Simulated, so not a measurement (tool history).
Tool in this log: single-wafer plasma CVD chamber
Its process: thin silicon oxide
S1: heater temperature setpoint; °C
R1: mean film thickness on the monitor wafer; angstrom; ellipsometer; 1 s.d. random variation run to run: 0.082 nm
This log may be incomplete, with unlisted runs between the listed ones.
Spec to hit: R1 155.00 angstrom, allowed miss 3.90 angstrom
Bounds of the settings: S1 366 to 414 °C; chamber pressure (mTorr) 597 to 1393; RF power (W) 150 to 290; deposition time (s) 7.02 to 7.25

{"run": 1, "hour": 0.0, "S1": 390, "chamber pressure (mTorr)": 995, "RF power (W)": 220, "deposition time (s)": 7.02, "R1": 134.04}
{"run": 2, "hour": 2.4, "S1": 390, "chamber pressure (mTorr)": 1046, "RF power (W)": 220, "deposition time (s)": 7.02, "R1": 138.03}
{"run": 3, "hour": 7.9, "S1": 390, "chamber pressure (mTorr)": 1091, "RF power (W)": 220, "deposition time (s)": 7.02, "R1": 140.0}
{"run": 4, "hour": 15.7, "S1": 390, "chamber pressure (mTorr)": 1139, "RF power (W)": 220, "deposition time (s)": 7.02, "R1": 145.21}
{"run": 5, "hour": 23.1, "S1": 390, "chamber pressure (mTorr)": 1139, "RF power (W)": 190, "deposition time (s)": 7.02, "R1": 133.0}
{"run": 6, "hour": 30.0, "S1": 390, "chamber pressure (mTorr)": 1204, "RF power (W)": 190, "deposition time (s)": 7.02, "R1": 138.54}
{"run": 7, "hour": 35.6, "S1": 390, "chamber pressure (mTorr)": 1251, "RF power (W)": 190, "deposition time (s)": 7.02, "R1": 140.36}
{"run": 8, "hour": 42.8, "S1": 390, "chamber pressure (mTorr)": 1286, "RF power (W)": 195, "deposition time (s)": 7.03, "R1": 145.19}
{"hour": 44.3, "done": "RF generator calibrated"}
{"run": 9, "hour": 44.3, "S1": 390, "chamber pressure (mTorr)": 1312, "RF power (W)": 195, "deposition time (s)": 7.04, "R1": 149.06}

Consider the 5 candidate settings below. Which is the only one whose results all fall within their allowed miss of target?
{"run": "A", "hour": 45.8, "S1": 385, "chamber pressure (mTorr)": 1393, "RF power (W)": 185, "deposition time (s)": 7.25, "R1": "?"}
{"run": "B", "hour": 45.8, "S1": 386, "chamber pressure (mTorr)": 1357, "RF power (W)": 190, "deposition time (s)": 7.02, "R1": "?"}
{"run": "C", "hour": 45.8, "S1": 387, "chamber pressure (mTorr)": 1280, "RF power (W)": 190, "deposition time (s)": 7.02, "R1": "?"}
{"run": "D", "hour": 45.8, "S1": 392, "chamber pressure (mTorr)": 1289, "RF power (W)": 175, "deposition time (s)": 7.02, "R1": "?"}
{"run": "E", "hour": 45.8, "S1": 384, "chamber pressure (mTorr)": 1393, "RF power (W)": 215, "deposition time (s)": 7.12, "R1": "?"}

move=A R1=154.33
move=B R1=150.08
move=C R1=146.64
move=D R1=139.91
move=E R1=164.82
A: every result within its allowed miss
B: closer than the last run, but not yet in spec
C: its largest miss is bigger than the last run's
D: its largest miss is bigger than the last run's
E: carries the result that was furthest off beyond its target, to the other side
Correct choice: A, which meets every target
